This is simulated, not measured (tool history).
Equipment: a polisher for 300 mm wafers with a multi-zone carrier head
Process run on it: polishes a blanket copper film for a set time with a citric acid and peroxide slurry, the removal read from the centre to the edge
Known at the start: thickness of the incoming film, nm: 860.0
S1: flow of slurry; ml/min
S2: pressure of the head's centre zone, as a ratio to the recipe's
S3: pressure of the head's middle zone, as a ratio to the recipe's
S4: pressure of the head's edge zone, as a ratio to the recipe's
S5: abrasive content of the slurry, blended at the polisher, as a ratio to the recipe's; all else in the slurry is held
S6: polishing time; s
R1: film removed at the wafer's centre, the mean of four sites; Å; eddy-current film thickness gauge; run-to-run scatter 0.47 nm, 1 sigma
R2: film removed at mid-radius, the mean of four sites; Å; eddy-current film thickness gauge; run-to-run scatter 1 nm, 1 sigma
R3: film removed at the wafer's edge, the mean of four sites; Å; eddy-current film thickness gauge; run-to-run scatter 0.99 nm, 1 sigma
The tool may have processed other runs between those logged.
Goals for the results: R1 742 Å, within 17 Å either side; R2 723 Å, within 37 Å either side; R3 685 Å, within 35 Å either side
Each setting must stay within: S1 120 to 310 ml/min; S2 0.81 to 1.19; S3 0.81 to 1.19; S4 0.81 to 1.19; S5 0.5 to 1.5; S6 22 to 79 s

run	hour	S1	S2	S3	S4	S5	S6	R1	R2	R3
1	0	200	1	1	1	1	50	1223	1187.5	1157.9
2	7.5	200	1	1	1	0.8	50	1145.1	1146.3	1080.8
3	16.2	195	0.99	0.97	0.97	0.75	47	1047.4	1017.9	1001
4	20.8	200	0.99	0.97	0.94	0.7	44	976.82	948.59	903.79
5	28.8	200	0.99	0.97	0.94	0.5	44	887.44	852.82	832.41
6	33.9	200	1.06	0.97	0.94	0.5	44	953.64	868.63	845.49
7	37.8	200	1.03	0.96	0.92	0.5	42	895.69	828.11	782.1
8	41.6	190	1	0.95	0.9	0.5	41	824.72	805.8	780.5
9	49	195	1	0.95	0.89	0.5	40	814.18	771.26	743.1
10	52.6	190	0.99	0.95	0.87	0.5	40	807.71	776.77	718.65
11	58.1	180	0.98	0.94	0.86	0.5	40	794.68	761.74	712.85
12	64.7	145	0.94	0.92	0.83	0.5	39	699.96	695.04	676.41
13	69.4	155	0.94	0.92	0.83	0.5	39	717.28	700.84	661.21
14	72.3	155	0.94	0.92	0.83	0.5	39	712.04	711.19	672.02
15	75.3	160	0.94	0.92	0.83	0.5	39	720.25	722.57	690.06

Which of these 5 next moves meets every target?
A	78.3	195	0.93	0.9	0.82	0.5	39	?	?	?
B	78.3	150	0.85	0.92	0.83	0.5	41	?	?	?
C	78.3	155	0.91	0.96	0.85	0.5	39	?	?	?
D	78.3	120	0.88	0.93	0.81	0.6	40	?	?	?
E	78.3	205	0.92	0.85	0.89	0.5	37	?	?	?

move	R1	R2	R3
A	735.02	720.82	718.21
B	672.38	739.57	735.13
C	689.96	733.08	708.89
D	674.15	726.95	718.42
E	695.02	656.93	709.37
A: hits every target within its allowed miss
B: misses by more than the last run did
C: misses by more than the last run did
D: misses by more than the last run did
E: misses by more than the last run did
Answer: A

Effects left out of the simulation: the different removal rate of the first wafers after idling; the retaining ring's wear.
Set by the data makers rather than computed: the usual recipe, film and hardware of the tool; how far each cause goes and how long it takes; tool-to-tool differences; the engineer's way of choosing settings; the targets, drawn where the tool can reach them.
